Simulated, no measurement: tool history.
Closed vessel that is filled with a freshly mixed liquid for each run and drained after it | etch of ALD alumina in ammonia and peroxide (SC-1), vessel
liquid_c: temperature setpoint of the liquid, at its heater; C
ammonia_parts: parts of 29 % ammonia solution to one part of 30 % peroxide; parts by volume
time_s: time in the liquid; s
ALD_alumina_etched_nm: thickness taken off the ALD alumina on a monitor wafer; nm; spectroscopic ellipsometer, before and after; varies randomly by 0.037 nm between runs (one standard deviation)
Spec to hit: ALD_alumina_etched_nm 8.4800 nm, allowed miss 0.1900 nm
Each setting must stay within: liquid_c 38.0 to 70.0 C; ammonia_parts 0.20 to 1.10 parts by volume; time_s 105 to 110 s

Run 1, day 0.000: liquid_c 54.0 C, ammonia_parts 0.60 parts by volume, time_s 105 s. Result: ALD_alumina_etched_nm 10.7840 nm.
Run 2, day 0.175: liquid_c 53.0 C, ammonia_parts 0.60 parts by volume, time_s 105 s. Result: ALD_alumina_etched_nm 10.2340 nm.
Run 3, day 0.271: liquid_c 52.0 C, ammonia_parts 0.60 parts by volume, time_s 105 s. Result: ALD_alumina_etched_nm 9.7252 nm.
Run 4, day 0.342: liquid_c 52.0 C, ammonia_parts 0.60 parts by volume, time_s 110 s. Result: ALD_alumina_etched_nm 10.1360 nm.
Run 5, day 0.517: liquid_c 51.5 C, ammonia_parts 0.60 parts by volume, time_s 110 s. Result: ALD_alumina_etched_nm 9.7806 nm.
Run 6, day 0.612: liquid_c 57.0 C, ammonia_parts 0.60 parts by volume, time_s 110 s. Result: ALD_alumina_etched_nm 13.3300 nm.
Run 7, day 0.733: liquid_c 57.0 C, ammonia_parts 0.60 parts by volume, time_s 110 s. Result: ALD_alumina_etched_nm 13.1840 nm.
Run 8, day 1.025: liquid_c 55.0 C, ammonia_parts 0.60 parts by volume, time_s 110 s. Result: ALD_alumina_etched_nm 11.8320 nm.
Run 9, day 1.188: liquid_c 53.5 C, ammonia_parts 0.60 parts by volume, time_s 110 s. Result: ALD_alumina_etched_nm 11.0150 nm.
Run 10, day 1.421: liquid_c 52.5 C, ammonia_parts 0.60 parts by volume, time_s 110 s. Result: ALD_alumina_etched_nm 10.4120 nm.
Run 11, day 1.467: liquid_c 51.5 C, ammonia_parts 0.60 parts by volume, time_s 110 s. Result: ALD_alumina_etched_nm 9.8689 nm.

Of the 5 settings listed for the next run, only one would bring every result within its allowed miss of target. Which one?
Run A, day 1.512: liquid_c 48.5 C, ammonia_parts 0.60 parts by volume, time_s 105 s. Result: ALD_alumina_etched_nm ?.
Run B, day 1.512: liquid_c 50.0 C, ammonia_parts 0.50 parts by volume, time_s 105 s. Result: ALD_alumina_etched_nm ?.
Run C, day 1.512: liquid_c 50.5 C, ammonia_parts 0.70 parts by volume, time_s 105 s. Result: ALD_alumina_etched_nm ?.
Run D, day 1.512: liquid_c 48.0 C, ammonia_parts 0.50 parts by volume, time_s 105 s. Result: ALD_alumina_etched_nm ?.
Run E, day 1.512: liquid_c 54.0 C, ammonia_parts 0.25 parts by volume, time_s 110 s. Result: ALD_alumina_etched_nm ?.

move  ALD_alumina_etched_nm
   A                 8.0122
   B                 8.5553
   C                 9.0796
   D                 7.6579
   E                10.4250
A: takes the biggest miss from the last run beyond its target
B: all results land within tolerance of their targets
C: an improvement on the last run, though not all results are within tolerance
D: takes the biggest miss from the last run beyond its target
E: further off than the last run
Go with B: it meets all targets.
